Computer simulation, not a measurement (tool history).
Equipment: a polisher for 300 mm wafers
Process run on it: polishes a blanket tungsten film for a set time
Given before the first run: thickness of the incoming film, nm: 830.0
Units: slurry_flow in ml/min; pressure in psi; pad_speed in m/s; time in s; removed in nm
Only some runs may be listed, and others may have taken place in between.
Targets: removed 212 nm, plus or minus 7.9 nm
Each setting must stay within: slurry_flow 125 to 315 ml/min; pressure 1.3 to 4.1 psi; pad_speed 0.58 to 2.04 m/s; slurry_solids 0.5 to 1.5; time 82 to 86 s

run	hour	slurry_flow	pressure	pad_speed	slurry_solids	time	removed
1	0	205	2.7	1.3	1	82	267.09
2	6.4	205	2.6	1.3	1	82	259.39
3	15.2	205	2.5	1.3	1	82	252.72
4	17.2	205	2.5	1.3	1	86	260.21
5	20.6	205	2.5	1.56	1	86	315.93
6	21.6	205	2.1	1.56	1	86	267.71
7	29.9	205	2	1.56	1	86	252.25
8	35.2	205	1.9	1.56	1	86	243.01
9	41.9	205	1.8	1.56	1	86	229.27

Which of these 5 next moves meets every target?
A	48.6	200	2.3	1.42	0.95	83	?
B	48.6	210	1.8	1.46	0.75	86	?
C	48.6	175	1.8	1.7	1.05	86	?
D	48.6	135	2.3	1.64	1.15	82	?
E	48.6	185	1.9	1.64	1	82	?

move	removed
A	249.25
B	206.15
C	243.16
D	270
E	235.69
A: the biggest miss grows against the last run
B: meets every target
C: the biggest miss grows against the last run
D: the biggest miss grows against the last run
E: the biggest miss grows against the last run
Answer: B
